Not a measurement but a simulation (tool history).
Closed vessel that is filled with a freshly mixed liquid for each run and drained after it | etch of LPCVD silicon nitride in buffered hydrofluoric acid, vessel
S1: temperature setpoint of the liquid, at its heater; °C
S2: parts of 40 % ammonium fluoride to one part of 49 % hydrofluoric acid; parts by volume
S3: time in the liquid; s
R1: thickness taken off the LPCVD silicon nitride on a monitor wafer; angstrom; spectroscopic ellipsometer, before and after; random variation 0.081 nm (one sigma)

run  hour    S1  S2   S3      R1
  1     0    24  11  950  117.51
  2   2.1  23.5  11  950   113.5
  3   9.6  23.5  11  950  115.82
  4  17.8    23  11  950  111.46
  5  21.3  20.5  11  950    98.9
  6  25.5  20.5  11  745  76.648

Run 7 comes next. What will it give?
  7  34.4  21.5  11  745   ?

R1: 80.691 angstrom

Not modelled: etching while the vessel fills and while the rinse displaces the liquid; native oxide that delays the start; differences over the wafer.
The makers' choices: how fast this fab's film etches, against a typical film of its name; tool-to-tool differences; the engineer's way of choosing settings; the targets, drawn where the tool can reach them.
